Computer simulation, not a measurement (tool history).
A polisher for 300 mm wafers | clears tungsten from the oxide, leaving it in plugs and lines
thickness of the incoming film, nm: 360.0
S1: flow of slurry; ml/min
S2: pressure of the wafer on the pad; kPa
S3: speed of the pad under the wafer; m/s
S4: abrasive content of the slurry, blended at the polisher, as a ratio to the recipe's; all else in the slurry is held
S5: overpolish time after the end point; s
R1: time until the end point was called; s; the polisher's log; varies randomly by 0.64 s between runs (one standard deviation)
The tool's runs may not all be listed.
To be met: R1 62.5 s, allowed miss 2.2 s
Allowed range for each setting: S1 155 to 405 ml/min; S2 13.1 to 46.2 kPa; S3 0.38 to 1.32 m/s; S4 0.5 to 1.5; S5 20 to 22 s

{"run": 1, "hour": 0.0, "S1": 260, "S2": 29.6, "S3": 0.84, "S4": 1, "S5": 20, "R1": 75.502}
{"run": 2, "hour": 3.9, "S1": 260, "S2": 29.6, "S3": 0.84, "S4": 1.05, "S5": 20, "R1": 74.15}
{"run": 3, "hour": 9.7, "S1": 225, "S2": 29.6, "S3": 0.84, "S4": 1.05, "S5": 20, "R1": 76.469}
{"run": 4, "hour": 15.3, "S1": 225, "S2": 26.2, "S3": 0.84, "S4": 1.05, "S5": 20, "R1": 86.618}
{"run": 5, "hour": 22.9, "S1": 235, "S2": 27.6, "S3": 0.84, "S4": 1.05, "S5": 20, "R1": 82.224}
{"run": 6, "hour": 27.9, "S1": 235, "S2": 27.6, "S3": 0.84, "S4": 1.2, "S5": 20, "R1": 78.779}
{"run": 7, "hour": 34.6, "S1": 245, "S2": 28.3, "S3": 0.84, "S4": 1.2, "S5": 20, "R1": 77.895}
{"run": 8, "hour": 39.5, "S1": 250, "S2": 29.6, "S3": 0.84, "S4": 1.2, "S5": 20, "R1": 73.281}
{"run": 9, "hour": 44.3, "S1": 255, "S2": 30.3, "S3": 0.84, "S4": 1.2, "S5": 20, "R1": 71.312}

Of the 4 settings listed for the next run, only one would bring every result within its allowed miss of target. Which one?
{"run": "A", "hour": 49.1, "S1": 285, "S2": 25.5, "S3": 0.82, "S4": 1.2, "S5": 21, "R1": "?"}
{"run": "B", "hour": 49.1, "S1": 250, "S2": 32.4, "S3": 0.96, "S4": 1.2, "S5": 20, "R1": "?"}
{"run": "C", "hour": 49.1, "S1": 260, "S2": 30.3, "S3": 0.72, "S4": 1.25, "S5": 22, "R1": "?"}
{"run": "D", "hour": 49.1, "S1": 275, "S2": 26.9, "S3": 0.88, "S4": 1.2, "S5": 20, "R1": "?"}

move=A R1=86.643
move=B R1=62.316
move=C R1=79.628
move=D R1=78.716
A: moves away from the targets compared with the last run
B: hits every target within its allowed miss
C: moves away from the targets compared with the last run
D: moves away from the targets compared with the last run
Move B is the one to make.
